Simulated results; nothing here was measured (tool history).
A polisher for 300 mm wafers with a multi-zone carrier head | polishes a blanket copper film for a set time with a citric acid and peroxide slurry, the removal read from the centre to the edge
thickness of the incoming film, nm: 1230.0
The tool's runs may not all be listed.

| run | day | flow of slurry (ml/min) | pressure of the head's centre zone | pressure of the head's middle zone | pressure of the head's edge zone | abrasive content of the slurry | polishing time (s) | film removed at the wafer's centre (nm) | film removed at mid-radius (nm) | film removed at the wafer's edge (nm) |
|---|---|---|---|---|---|---|---|---|---|---|
| 1 | 0 | 275 | 1 | 1 | 1 | 1 | 74 | 108.05 | 110.79 | 106.08 |
| 2 | 0.25 | 275 | 1 | 1 | 1 | 1 | 88 | 130.99 | 131.84 | 126.28 |
| 3 | 0.367 | 275 | 1.02 | 1.01 | 0.97 | 0.9 | 80 | 120.5 | 115.83 | 110.03 |
| 4 | 0.392 | 275 | 1.02 | 1.01 | 0.97 | 0.9 | 94 | 136.58 | 135.16 | 130.93 |
| 5 | 0.454 | 275 | 1.02 | 1.03 | 0.95 | 0.85 | 84 | 118.97 | 121.58 | 112.73 |
| 6 | 0.479 | 275 | 0.98 | 1.03 | 0.95 | 0.85 | 84 | 116.55 | 123.83 | 114.36 |
| 7 | 0.733 | 275 | 1.08 | 1.05 | 0.85 | 0.6 | 63 | 87.301 | 82.045 | 72.811 |
| 8 | 1.017 | 275 | 1.08 | 1.05 | 0.85 | 0.6 | 63 | 85.711 | 84.09 | 72.918 |
| 9 | 1.35 | 275 | 1.08 | 1.05 | 0.84 | 0.6 | 61 | 81.983 | 80.882 | 69.108 |
| 10 | 1.546 | 275 | 1.08 | 1.05 | 0.83 | 0.6 | 60 | 82.899 | 81.936 | 69.13 |
| 11 | 1.721 | 275 | 1.08 | 1.05 | 0.83 | 0.6 | 59 | 81.766 | 79.764 | 67.633 |

Run 12, settings as shown, results not yet in. Your forecast:
| 12 | 1.796 | 275 | 1.08 | 1.05 | 0.83 | 0.6 | 58 | ? | ? | ? |

Run 12 came out at film removed at the wafer's centre (nm) 79.033, film removed at mid-radius (nm) 77.007, film removed at the wafer's edge (nm) 67.804.
